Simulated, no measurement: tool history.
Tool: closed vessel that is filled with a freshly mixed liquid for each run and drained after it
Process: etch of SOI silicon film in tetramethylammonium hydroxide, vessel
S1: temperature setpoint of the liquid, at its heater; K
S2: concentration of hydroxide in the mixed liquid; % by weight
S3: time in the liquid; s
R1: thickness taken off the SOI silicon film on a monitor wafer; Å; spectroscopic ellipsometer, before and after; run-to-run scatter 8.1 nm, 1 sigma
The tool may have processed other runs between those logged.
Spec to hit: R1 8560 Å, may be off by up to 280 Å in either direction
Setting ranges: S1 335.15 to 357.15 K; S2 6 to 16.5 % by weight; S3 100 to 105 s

run,hour,S1,S2,S3,R1
1,0,348.15,11,100,10457
2,4.1,352.15,11,100,13046
3,12.4,349.65,11,100,11274
4,17.9,348.15,11,100,10472
5,23.6,348.15,11,100,10356
6,32.6,347.15,11,100,9945.8
7,34.6,346.15,11,100,9407.9
8,36.4,345.65,11,100,8923.7

Which of these 5 next moves meets every target?
A,38.2,343.65,12.5,105,?
B,38.2,342.15,10.5,105,?
C,38.2,340.65,7.5,105,?
D,38.2,344.65,10.5,100,?
E,38.2,345.15,10.5,105,?

move,R1
A,8027.3
B,7855.7
C,8072
D,8662.4
E,9363.7
A: moves the result that the last run missed by most past its target, out the other side
B: moves the result that the last run missed by most past its target, out the other side
C: moves the result that the last run missed by most past its target, out the other side
D: each result inside its tolerance
E: the biggest miss grows against the last run
D is the move that brings every result within its allowed miss.

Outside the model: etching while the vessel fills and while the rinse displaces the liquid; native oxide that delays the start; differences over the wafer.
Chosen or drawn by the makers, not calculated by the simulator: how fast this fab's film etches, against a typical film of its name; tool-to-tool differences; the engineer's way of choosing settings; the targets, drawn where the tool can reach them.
